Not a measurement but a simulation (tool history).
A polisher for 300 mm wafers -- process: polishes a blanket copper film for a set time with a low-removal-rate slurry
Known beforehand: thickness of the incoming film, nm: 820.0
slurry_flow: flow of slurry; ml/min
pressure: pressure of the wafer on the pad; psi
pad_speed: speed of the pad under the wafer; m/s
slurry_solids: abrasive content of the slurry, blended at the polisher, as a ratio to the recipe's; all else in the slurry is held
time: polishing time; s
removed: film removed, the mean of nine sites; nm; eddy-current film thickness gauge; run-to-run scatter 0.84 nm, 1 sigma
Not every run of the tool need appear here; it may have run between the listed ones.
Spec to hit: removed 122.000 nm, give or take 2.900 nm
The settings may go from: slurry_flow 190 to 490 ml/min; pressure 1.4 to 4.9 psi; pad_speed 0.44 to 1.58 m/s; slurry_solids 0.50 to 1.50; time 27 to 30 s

Run 1, hour 0.0: slurry_flow 315 ml/min, pressure 3.1 psi, pad_speed 1.00 m/s, slurry_solids 1.00, time 30 s. Result: removed 80.051 nm.
Run 2, hour 3.8: slurry_flow 315 ml/min, pressure 2.7 psi, pad_speed 1.00 m/s, slurry_solids 1.00, time 30 s. Result: removed 72.324 nm.
Run 3, hour 6.0: slurry_flow 315 ml/min, pressure 2.7 psi, pad_speed 1.00 m/s, slurry_solids 1.10, time 30 s. Result: removed 76.342 nm.
Run 4, hour 9.1: slurry_flow 320 ml/min, pressure 3.3 psi, pad_speed 1.00 m/s, slurry_solids 1.10, time 30 s. Result: removed 84.995 nm.
Run 5, hour 17.2: slurry_flow 320 ml/min, pressure 3.3 psi, pad_speed 1.22 m/s, slurry_solids 1.10, time 30 s. Result: removed 102.990 nm.
Run 6, hour 21.0: slurry_flow 320 ml/min, pressure 3.5 psi, pad_speed 1.22 m/s, slurry_solids 1.10, time 30 s. Result: removed 106.920 nm.
Run 7, hour 21.5: slurry_flow 320 ml/min, pressure 3.7 psi, pad_speed 1.22 m/s, slurry_solids 1.10, time 30 s. Result: removed 112.970 nm.
Run 8, hour 29.3: slurry_flow 320 ml/min, pressure 3.8 psi, pad_speed 1.22 m/s, slurry_solids 1.10, time 30 s. Result: removed 113.900 nm.
Run 9, hour 31.1: slurry_flow 320 ml/min, pressure 3.9 psi, pad_speed 1.22 m/s, slurry_solids 1.10, time 30 s. Result: removed 114.220 nm.
Run 10, hour 38.8: slurry_flow 325 ml/min, pressure 4.0 psi, pad_speed 1.22 m/s, slurry_solids 1.10, time 30 s. Result: removed 117.630 nm.

Which single option among these 5 for the next run brings every result within its allowed miss of target? Just one does.
Run A, hour 46.5: slurry_flow 285 ml/min, pressure 4.4 psi, pad_speed 1.22 m/s, slurry_solids 1.00, time 29 s. Result: removed ?.
Run B, hour 46.5: slurry_flow 285 ml/min, pressure 3.5 psi, pad_speed 1.54 m/s, slurry_solids 0.80, time 28 s. Result: removed ?.
Run C, hour 46.5: slurry_flow 295 ml/min, pressure 3.5 psi, pad_speed 1.46 m/s, slurry_solids 1.05, time 29 s. Result: removed ?.
Run D, hour 46.5: slurry_flow 345 ml/min, pressure 4.2 psi, pad_speed 1.18 m/s, slurry_solids 1.05, time 29 s. Result: removed ?.
Run E, hour 46.5: slurry_flow 225 ml/min, pressure 4.6 psi, pad_speed 1.14 m/s, slurry_solids 1.20, time 28 s. Result: removed ?.

move  removed
   A  116.160
   B  113.510
   C  120.970
   D  112.430
   E  110.620
A: the biggest miss grows against the last run
B: the biggest miss grows against the last run
C: in spec on every target
D: the biggest miss grows against the last run
E: the biggest miss grows against the last run
Correct choice: C, which meets every target
